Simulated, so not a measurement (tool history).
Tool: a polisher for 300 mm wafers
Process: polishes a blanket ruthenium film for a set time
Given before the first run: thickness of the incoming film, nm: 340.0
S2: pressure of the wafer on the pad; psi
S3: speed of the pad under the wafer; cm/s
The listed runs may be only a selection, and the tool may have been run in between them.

Run 1, hour 0.0: flow of slurry (ml/min) 245, S2 2.6 psi, S3 82 cm/s, polishing time (s) 33. Result: film removed (Å) 435.35.
Run 2, hour 5.0: flow of slurry (ml/min) 255, S2 2.9 psi, S3 82 cm/s, polishing time (s) 33. Result: film removed (Å) 492.66.
Run 3, hour 14.1: flow of slurry (ml/min) 255, S2 2.9 psi, S3 82 cm/s, polishing time (s) 33. Result: film removed (Å) 484.05.
Run 4, hour 15.0: flow of slurry (ml/min) 260, S2 3.2 psi, S3 82 cm/s, polishing time (s) 33. Result: film removed (Å) 537.36.
Run 5, hour 17.8: flow of slurry (ml/min) 235, S2 3.2 psi, S3 82 cm/s, polishing time (s) 33. Result: film removed (Å) 530.31.
Run 6, hour 22.9: flow of slurry (ml/min) 260, S2 3.4 psi, S3 82 cm/s, polishing time (s) 33. Result: film removed (Å) 571.98.
Run 7, hour 24.8: flow of slurry (ml/min) 270, S2 3.6 psi, S3 82 cm/s, polishing time (s) 33. Result: film removed (Å) 611.05.

What will run 8 give?
Run 8, hour 31.9: flow of slurry (ml/min) 275, S2 4.0 psi, S3 82 cm/s, polishing time (s) 33. Result: film removed (Å) ?.

film removed (Å): 678.03

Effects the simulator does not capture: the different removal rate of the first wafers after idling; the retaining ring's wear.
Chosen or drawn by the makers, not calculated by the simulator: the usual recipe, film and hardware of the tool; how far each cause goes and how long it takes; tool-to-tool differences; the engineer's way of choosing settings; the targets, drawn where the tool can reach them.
